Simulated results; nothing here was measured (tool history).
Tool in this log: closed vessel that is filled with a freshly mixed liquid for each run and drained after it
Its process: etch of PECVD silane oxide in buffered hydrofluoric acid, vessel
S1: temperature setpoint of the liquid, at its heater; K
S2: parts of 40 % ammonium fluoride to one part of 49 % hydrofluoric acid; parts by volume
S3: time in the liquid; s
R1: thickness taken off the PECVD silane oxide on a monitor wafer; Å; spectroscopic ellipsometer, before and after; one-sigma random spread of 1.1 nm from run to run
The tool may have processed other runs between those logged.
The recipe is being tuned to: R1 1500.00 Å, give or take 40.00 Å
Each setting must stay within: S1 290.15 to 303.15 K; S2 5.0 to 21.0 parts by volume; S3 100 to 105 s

| run | hour | S1 | S2 | S3 | R1 |
|---|---|---|---|---|---|
| 1 | 0.0 | 295.15 | 13.0 | 100 | 956.04 |
| 2 | 1.3 | 295.15 | 10.0 | 100 | 1246.20 |
| 3 | 9.1 | 295.65 | 10.0 | 100 | 1287.90 |
| 4 | 10.9 | 296.15 | 10.0 | 100 | 1298.10 |
| 5 | 12.7 | 296.65 | 10.0 | 100 | 1346.30 |
|  | 21.6 | hydrofluoric acid flow meter replaced |
| 6 | 21.6 | 298.65 | 10.0 | 100 | 1657.90 |
| 7 | 22.9 | 298.65 | 10.0 | 100 | 1663.90 |
| 8 | 27.5 | 298.15 | 10.0 | 100 | 1620.40 |
| 9 | 30.3 | 297.65 | 10.0 | 100 | 1601.30 |

Which one of the following 5 next-run settings gets every result inside its allowed miss? There is exactly one.
| A | 33.1 | 295.65 | 10.0 | 100 | ? |
| B | 33.1 | 298.65 | 10.5 | 100 | ? |
| C | 33.1 | 294.65 | 10.0 | 105 | ? |
| D | 33.1 | 298.65 | 11.0 | 100 | ? |
| E | 33.1 | 297.65 | 9.5 | 105 | ? |

| move | R1 |
|---|---|
| A | 1413.10 |
| B | 1587.10 |
| C | 1404.00 |
| D | 1516.80 |
| E | 1709.70 |
A: carries the result that was furthest off beyond its target, to the other side
B: closes in on the targets versus the last run, not all within tolerance yet
C: carries the result that was furthest off beyond its target, to the other side
D: all results land within tolerance of their targets
E: the biggest miss grows against the last run
Correct choice: D, which meets every target

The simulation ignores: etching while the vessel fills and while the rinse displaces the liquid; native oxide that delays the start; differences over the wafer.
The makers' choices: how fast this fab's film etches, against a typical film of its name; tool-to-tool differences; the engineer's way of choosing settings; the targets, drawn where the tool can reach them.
